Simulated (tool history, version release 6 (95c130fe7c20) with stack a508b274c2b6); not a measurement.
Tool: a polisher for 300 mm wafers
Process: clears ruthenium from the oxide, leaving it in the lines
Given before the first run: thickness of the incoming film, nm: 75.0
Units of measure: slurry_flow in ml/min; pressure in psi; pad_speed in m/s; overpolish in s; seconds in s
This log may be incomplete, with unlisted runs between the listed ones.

{"run": 1, "hour": 0.0, "slurry_flow": 295, "pressure": 1.4, "pad_speed": 0.82, "overpolish": 6, "seconds": 131.47}
{"run": 2, "hour": 1.4, "slurry_flow": 295, "pressure": 1.7, "pad_speed": 0.82, "overpolish": 6, "seconds": 112.84}
{"run": 3, "hour": 4.6, "slurry_flow": 295, "pressure": 1.5, "pad_speed": 0.8, "overpolish": 6, "seconds": 125.21}
{"run": 4, "hour": 12.8, "slurry_flow": 295, "pressure": 1.3, "pad_speed": 0.78, "overpolish": 6, "seconds": 148.39}
{"hour": 16.4, "done": "slurry nozzle cleaned"}
{"run": 5, "hour": 16.4, "slurry_flow": 295, "pressure": 1.2, "pad_speed": 0.78, "overpolish": 6, "seconds": 151.52}
{"run": 6, "hour": 20.6, "slurry_flow": 295, "pressure": 1.2, "pad_speed": 0.78, "overpolish": 5, "seconds": 152.6}

What does the tool deliver on the next run?
{"run": 7, "hour": 24.2, "slurry_flow": 295, "pressure": 1.1, "pad_speed": 0.78, "overpolish": 5, "seconds": "?"}

{"run 7": {"seconds": 164.09}}
